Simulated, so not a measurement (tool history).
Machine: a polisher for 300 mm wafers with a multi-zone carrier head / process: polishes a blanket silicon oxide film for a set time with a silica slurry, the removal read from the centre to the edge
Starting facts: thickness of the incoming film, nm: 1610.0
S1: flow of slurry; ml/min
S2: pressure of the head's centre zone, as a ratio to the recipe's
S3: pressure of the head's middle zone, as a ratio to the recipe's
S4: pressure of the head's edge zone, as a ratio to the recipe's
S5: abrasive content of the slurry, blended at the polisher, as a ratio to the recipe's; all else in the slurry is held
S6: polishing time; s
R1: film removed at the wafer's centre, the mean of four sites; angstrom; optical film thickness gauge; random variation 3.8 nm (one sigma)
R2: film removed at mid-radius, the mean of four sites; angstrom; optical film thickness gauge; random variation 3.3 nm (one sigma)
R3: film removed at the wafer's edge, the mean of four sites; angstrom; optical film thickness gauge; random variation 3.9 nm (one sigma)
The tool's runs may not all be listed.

run,hour,S1,S2,S3,S4,S5,S6,R1,R2,R3
1,0.0,315,1.00,1.00,1.00,1.00,64,3546.7,3443.7,3456.1
2,5.2,315,0.97,1.00,0.98,0.95,64,3234.1,3335.5,3346.5
3,6.5,315,0.96,1.00,0.95,0.95,64,3176.9,3362.1,3312.1
4,15.2,315,0.96,1.00,0.98,0.95,64,3254.3,3297.9,3382.1
5,22.9,315,0.96,1.00,1.03,0.95,64,3127.0,3293.4,3393.9
6,28.5,315,0.96,1.00,0.99,0.95,64,3272.6,3393.2,3368.5
7,36.2,315,0.95,1.00,0.97,0.90,64,3151.6,3266.1,3195.0

Estimate the outcome of run 8 from the log above:
8,42.8,315,0.93,1.00,0.96,0.90,64,?,?,?

Run 8 yielded R1 3032.0 angstrom, R2 3241.9 angstrom, R3 3233.5 angstrom.
